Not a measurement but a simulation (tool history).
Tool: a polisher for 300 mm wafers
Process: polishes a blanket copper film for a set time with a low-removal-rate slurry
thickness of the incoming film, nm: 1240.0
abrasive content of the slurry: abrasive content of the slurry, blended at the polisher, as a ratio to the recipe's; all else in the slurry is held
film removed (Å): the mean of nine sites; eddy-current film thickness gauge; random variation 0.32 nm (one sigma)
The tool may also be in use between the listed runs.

run	hour	flow of slurry (ml/min)	pressure of the wafer on the pad (kPa)	speed of the pad under the wafer (cm/s)	abrasive content of the slurry	polishing time (s)	film removed (Å)
1	0.0	205	18.6	98	1.0	26	639.48
2	6.1	205	18.6	98	1.0	23	569.55
3	10.6	205	15.2	92	1.0	23	443.05
4	18.3	205	15.2	92	1.0	26	504.49
5	22.7	205	13.1	84	1.0	26	396.44
6	23.5	205	14.5	84	1.0	26	439.23
7	30.3	205	12.4	80	1.0	26	355.85

Forecast run 8:
8	35.3	205	11.0	80	1.0	26	?

Run 8 gave film removed (Å) 319.49.

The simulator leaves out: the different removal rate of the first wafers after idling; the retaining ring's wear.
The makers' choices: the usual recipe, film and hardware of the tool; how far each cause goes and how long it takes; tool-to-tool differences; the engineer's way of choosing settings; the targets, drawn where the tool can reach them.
